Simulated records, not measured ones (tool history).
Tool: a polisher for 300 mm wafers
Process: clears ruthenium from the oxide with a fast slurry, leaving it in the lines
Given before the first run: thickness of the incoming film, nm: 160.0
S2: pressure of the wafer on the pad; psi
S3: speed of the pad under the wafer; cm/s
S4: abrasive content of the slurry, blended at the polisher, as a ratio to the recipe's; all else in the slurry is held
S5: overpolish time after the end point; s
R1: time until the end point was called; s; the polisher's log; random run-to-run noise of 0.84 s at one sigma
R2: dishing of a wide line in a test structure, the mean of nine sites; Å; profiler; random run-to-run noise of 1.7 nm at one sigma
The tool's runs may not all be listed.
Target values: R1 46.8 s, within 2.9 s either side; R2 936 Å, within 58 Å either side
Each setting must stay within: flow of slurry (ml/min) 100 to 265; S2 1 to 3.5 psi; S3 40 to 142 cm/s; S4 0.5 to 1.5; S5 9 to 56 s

Run 1, day 0: flow of slurry (ml/min) 170, S2 2.2 psi, S3 90 cm/s, S4 1, S5 29 s. Result: R1 62.289 s, R2 495.13 Å.
Run 2, day 0.317: flow of slurry (ml/min) 170, S2 2.3 psi, S3 90 cm/s, S4 1, S5 32 s. Result: R1 57.277 s, R2 565.95 Å.
Run 3, day 0.354: flow of slurry (ml/min) 195, S2 2.3 psi, S3 90 cm/s, S4 1, S5 32 s. Result: R1 58.487 s, R2 584.03 Å.
Run 4, day 0.533: flow of slurry (ml/min) 200, S2 2.4 psi, S3 90 cm/s, S4 1, S5 34 s. Result: R1 53.414 s, R2 628.91 Å.
Run 5, day 0.771: flow of slurry (ml/min) 200, S2 2.4 psi, S3 92 cm/s, S4 1, S5 37 s. Result: R1 53.364 s, R2 676.86 Å.
Run 6, day 1.075: flow of slurry (ml/min) 200, S2 2.4 psi, S3 112 cm/s, S4 1, S5 37 s. Result: R1 44.026 s, R2 796.2 Å.
Run 7, day 1.233: flow of slurry (ml/min) 200, S2 2.4 psi, S3 112 cm/s, S4 1, S5 39 s. Result: R1 44.831 s, R2 851.23 Å.
Run 8, day 1.483: flow of slurry (ml/min) 200, S2 2.4 psi, S3 112 cm/s, S4 1, S5 40 s. Result: R1 44.771 s, R2 824.56 Å.
At day 1.725: slurry nozzle cleaned.
Run 9, day 1.725: flow of slurry (ml/min) 200, S2 2.4 psi, S3 112 cm/s, S4 1, S5 42 s. Result: R1 41.836 s, R2 886.98 Å.
Run 10, day 1.892: flow of slurry (ml/min) 190, S2 2 psi, S3 112 cm/s, S4 1, S5 49 s. Result: R1 51.052 s, R2 901.18 Å.

Which one of the following 5 next-run settings gets every result inside its allowed miss? There is exactly one.
Run A, day 2.058: flow of slurry (ml/min) 200, S2 2.2 psi, S3 102 cm/s, S4 0.85, S5 46 s. Result: R1 ?, R2 ?.
Run B, day 2.058: flow of slurry (ml/min) 195, S2 1.8 psi, S3 104 cm/s, S4 1.05, S5 55 s. Result: R1 ?, R2 ?.
Run C, day 2.058: flow of slurry (ml/min) 150, S2 2.1 psi, S3 114 cm/s, S4 0.95, S5 42 s. Result: R1 ?, R2 ?.
Run D, day 2.058: flow of slurry (ml/min) 180, S2 2.2 psi, S3 114 cm/s, S4 0.95, S5 50 s. Result: R1 ?, R2 ?.
Run E, day 2.058: flow of slurry (ml/min) 195, S2 2 psi, S3 104 cm/s, S4 1.05, S5 54 s. Result: R1 ?, R2 ?.

move      R1      R2
   A  54.819  770.45
   B  59.176   830.3
   C  50.688  763.24
   D  47.188  910.42
   E  53.453  880.86
A: its largest miss is bigger than the last run's
B: its largest miss is bigger than the last run's
C: its largest miss is bigger than the last run's
D: meets every target
E: its largest miss is bigger than the last run's
Answer: D
